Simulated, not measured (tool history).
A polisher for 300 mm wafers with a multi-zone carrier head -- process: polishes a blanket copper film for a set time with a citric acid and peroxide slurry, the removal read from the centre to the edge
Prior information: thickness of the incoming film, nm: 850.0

run,hour,flow of slurry (ml/min),pressure of the head's centre zone,pressure of the head's middle zone,pressure of the head's edge zone,abrasive content of the slurry,polishing time (s),film removed at the wafer's centre (angstrom),film removed at mid-radius (angstrom),film removed at the wafer's edge (angstrom)
1,0.0,250,1.00,1.00,1.00,1.00,83,1306.6,1314.9,1332.5
2,7.3,250,1.00,0.94,1.00,1.00,83,1294.8,1261.8,1331.0
3,11.1,310,1.00,0.94,1.00,1.00,83,1331.1,1279.7,1365.4
4,14.2,245,1.00,0.94,1.00,1.00,83,1285.7,1258.5,1338.3
5,20.5,245,1.03,0.94,1.00,1.00,83,1340.4,1277.3,1337.3
6,27.2,245,1.03,0.94,1.00,1.00,92,1481.9,1407.9,1480.4
7,36.1,315,1.13,1.04,1.10,1.25,95,1772.0,1666.2,1691.6
8,43.9,320,1.14,1.07,1.11,1.30,96,1845.6,1761.4,1722.9
9,45.1,325,1.15,1.09,1.13,1.35,96,1863.6,1787.9,1780.5
10,51.7,335,1.16,1.11,1.14,1.40,96,1911.4,1850.6,1780.0
11,53.1,335,1.16,1.11,1.14,1.40,96,1943.4,1832.3,1771.4
12,59.6,340,1.15,1.12,1.15,1.45,97,1943.5,1871.8,1826.9

Run 13 has not been measured yet. What should we expect?
13,68.6,345,1.15,1.13,1.16,1.45,97,?,?,?

Run 13 measured film removed at the wafer's centre (angstrom) 1961.6, film removed at mid-radius (angstrom) 1846.4, film removed at the wafer's edge (angstrom) 1832.7.
